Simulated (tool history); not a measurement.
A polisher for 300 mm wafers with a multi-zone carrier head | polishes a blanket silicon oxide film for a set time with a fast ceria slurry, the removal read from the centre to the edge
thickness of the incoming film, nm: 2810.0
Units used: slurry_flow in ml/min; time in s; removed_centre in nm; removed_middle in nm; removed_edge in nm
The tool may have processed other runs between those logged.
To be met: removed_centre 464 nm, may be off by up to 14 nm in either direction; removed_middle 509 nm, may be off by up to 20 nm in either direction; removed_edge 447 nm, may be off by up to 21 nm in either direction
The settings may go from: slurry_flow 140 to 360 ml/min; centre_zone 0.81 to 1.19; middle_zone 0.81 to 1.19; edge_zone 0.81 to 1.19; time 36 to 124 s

run  hour  slurry_flow  centre_zone  middle_zone  edge_zone  time  removed_centre  removed_middle  removed_edge
  1     0          230            1            1          1    79          869.89          884.59         882.3
  2   8.2          230            1            1          1    59             657          667.91        665.28
  3  10.8          230            1            1          1    66          727.93          745.93        746.95
  4  13.5          225         0.99         1.01       0.95    58          634.55          657.35        633.05
  5  21.1          225         0.98         1.02       0.92    53           568.6          602.71        568.14
  6  26.1          225         0.98         1.03       0.89    50           536.2          577.82        538.87
  7    34          220         0.99         1.04       0.87    48          521.46          565.36        506.48
  8  35.4          210         0.99         1.04       0.85    47          510.58          540.88        502.74
  9  44.3          215         0.99         1.04       0.84    45          487.82          519.65        461.01
 10  51.2          210         0.98         1.04       0.83    45          477.43          517.87        449.02
 11  58.9          205         0.98         1.04       0.84    45          478.45          518.25        456.71
 12  60.1          200         0.98         1.04       0.84    45          485.57          514.52        464.15
 13  64.7          200         0.96         1.06       0.81    43          448.69          511.36        440.44

Which of these 4 next moves meets every target?
  A  69.3          190         0.96         1.16       0.82    41               ?               ?             ?
  B  69.3          360         0.96         1.16       0.81    39               ?               ?             ?
  C  69.3          215          0.9         1.08       0.81    43               ?               ?             ?
  D  69.3          165         0.99         1.06       0.84    44               ?               ?             ?

move  removed_centre  removed_middle  removed_edge
   A          420.98          518.96        411.25
   B          421.87          517.35        403.18
   C          417.91          516.98        432.56
   D          459.96          509.75        442.99
A: misses by more than the last run did
B: misses by more than the last run did
C: misses by more than the last run did
D: every result lands within tolerance
Answer: D
